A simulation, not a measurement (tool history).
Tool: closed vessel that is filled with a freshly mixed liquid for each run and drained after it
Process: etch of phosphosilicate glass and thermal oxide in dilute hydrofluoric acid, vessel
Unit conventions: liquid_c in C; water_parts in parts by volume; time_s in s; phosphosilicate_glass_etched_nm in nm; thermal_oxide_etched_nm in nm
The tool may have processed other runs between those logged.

run  hour  liquid_c  water_parts  time_s  phosphosilicate_glass_etched_nm  thermal_oxide_etched_nm
  1   0.0      25.0           75      60                          121.870                   3.9654
  2   6.8      23.0           80      60                          106.700                   3.4592
  3   7.9      21.5           85      60                           91.811                   3.0291
  4  13.3      24.0           85      60                          102.620                   3.3446
  5  19.9      22.0           90      60                           88.606                   2.8932
  6  21.8      20.5           90      60                           83.732                   2.7589

Run 7 comes next. What will it give?
  7  30.3      19.5           90      60                                ?                        ?

Run 7 gave phosphosilicate_glass_etched_nm 80.132 nm, thermal_oxide_etched_nm 2.6525 nm.
